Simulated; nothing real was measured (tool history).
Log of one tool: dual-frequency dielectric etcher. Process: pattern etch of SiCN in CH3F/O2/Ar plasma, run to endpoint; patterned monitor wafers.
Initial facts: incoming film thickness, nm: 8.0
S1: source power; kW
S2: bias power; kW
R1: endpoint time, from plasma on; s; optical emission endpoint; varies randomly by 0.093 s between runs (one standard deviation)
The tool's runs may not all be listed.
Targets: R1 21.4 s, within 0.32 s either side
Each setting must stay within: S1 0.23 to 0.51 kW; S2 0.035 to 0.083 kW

run 1 hour=0 | S1=0.37 S2=0.059 | R1=23.732
run 2 hour=6 | S1=0.37 S2=0.052 | R1=24.628
run 3 hour=11.1 | S1=0.42 S2=0.052 | R1=23.087
run 4 hour=15.7 | S1=0.42 S2=0.042 | R1=24.749
run 5 hour=22.2 | S1=0.42 S2=0.038 | R1=25.586
run 6 hour=29.3 | S1=0.48 S2=0.038 | R1=23.541
run 7 hour=35.6 | S1=0.48 S2=0.039 | R1=23.623
run 8 hour=37.9 | S1=0.48 S2=0.041 | R1=23.102
run 9 hour=43.6 | S1=0.48 S2=0.042 | R1=22.918
run 10 hour=45.2 | S1=0.48 S2=0.043 | R1=22.907
run 11 hour=49.5 | S1=0.48 S2=0.044 | R1=22.595

Exercise: of the 4 proposed moves below, exactly one satisfies all targets within the stated allowed misses. Which move is it?
run A hour=53.8 | S1=0.49 S2=0.046 | R1=?
run B hour=53.8 | S1=0.46 S2=0.051 | R1=?
run C hour=53.8 | S1=0.51 S2=0.048 | R1=?
run D hour=53.8 | S1=0.5 S2=0.044 | R1=?

move=A R1=21.952
move=B R1=21.974
move=C R1=21.233
move=D R1=22.016
A: closer than the last run, but not yet in spec
B: closer than the last run, but not yet in spec
C: all results in spec
D: closer than the last run, but not yet in spec
Move C is the one to make.

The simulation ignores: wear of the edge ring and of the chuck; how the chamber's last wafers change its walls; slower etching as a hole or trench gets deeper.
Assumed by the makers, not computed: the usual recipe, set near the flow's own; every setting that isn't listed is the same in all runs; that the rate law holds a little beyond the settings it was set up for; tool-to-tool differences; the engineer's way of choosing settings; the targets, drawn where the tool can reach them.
